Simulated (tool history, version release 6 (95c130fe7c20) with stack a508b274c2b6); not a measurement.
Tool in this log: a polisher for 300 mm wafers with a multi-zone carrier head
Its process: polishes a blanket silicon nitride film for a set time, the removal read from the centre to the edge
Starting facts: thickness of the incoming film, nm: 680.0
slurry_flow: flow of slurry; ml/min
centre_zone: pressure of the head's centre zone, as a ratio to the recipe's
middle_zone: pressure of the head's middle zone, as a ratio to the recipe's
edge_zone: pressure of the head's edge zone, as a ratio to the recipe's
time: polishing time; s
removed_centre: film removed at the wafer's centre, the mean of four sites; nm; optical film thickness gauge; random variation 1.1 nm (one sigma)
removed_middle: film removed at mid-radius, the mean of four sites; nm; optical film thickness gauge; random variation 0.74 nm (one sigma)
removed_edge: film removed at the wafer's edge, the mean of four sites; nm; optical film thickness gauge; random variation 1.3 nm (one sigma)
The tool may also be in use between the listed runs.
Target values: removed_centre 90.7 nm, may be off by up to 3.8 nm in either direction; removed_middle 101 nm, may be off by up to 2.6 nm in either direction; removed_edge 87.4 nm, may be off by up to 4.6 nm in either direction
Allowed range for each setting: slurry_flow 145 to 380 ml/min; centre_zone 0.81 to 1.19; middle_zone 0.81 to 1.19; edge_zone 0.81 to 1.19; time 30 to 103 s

run	hour	slurry_flow	centre_zone	middle_zone	edge_zone	time	removed_centre	removed_middle	removed_edge
1	0	245	1	1	1	66	104.92	102.16	103.58
2	1.9	245	1	0.92	1	66	103.9	96.905	102.03
3	2.9	245	0.98	0.95	0.96	65	100.1	97.29	98.698
4	11.8	245	0.98	1.02	0.96	65	101.42	102.39	97.747
5	15.9	200	0.98	1.02	0.96	65	95.666	99.637	96.016
6	23.4	200	0.98	1.02	0.91	65	99.267	99.591	94.9
7	28.8	195	0.92	1.12	0.85	60	82.995	98.239	83.776
8	35.4	200	0.93	1.12	0.86	60	84.526	98.349	83.593

Of the 5 settings listed for the next run, only one would bring every result within its allowed miss of target. Which one?
A	42	225	0.9	1.15	0.91	57	?	?	?
B	42	205	1.01	1.15	0.81	57	?	?	?
C	42	230	0.92	1.01	0.89	60	?	?	?
D	42	155	0.96	1.09	0.84	65	?	?	?
E	42	175	0.84	1.11	0.9	63	?	?	?

move	removed_centre	removed_middle	removed_edge
A	80.192	97.183	83.055
B	88.666	95.772	78.002
C	86.52	91.845	86.906
D	90.409	98.866	86.984
E	78.839	99.911	88.578
A: the biggest miss grows against the last run
B: puts the biggest miss on target and leaves a different result outside tolerance
C: the biggest miss grows against the last run
D: all results land within tolerance of their targets
E: the biggest miss grows against the last run
D meets every target.
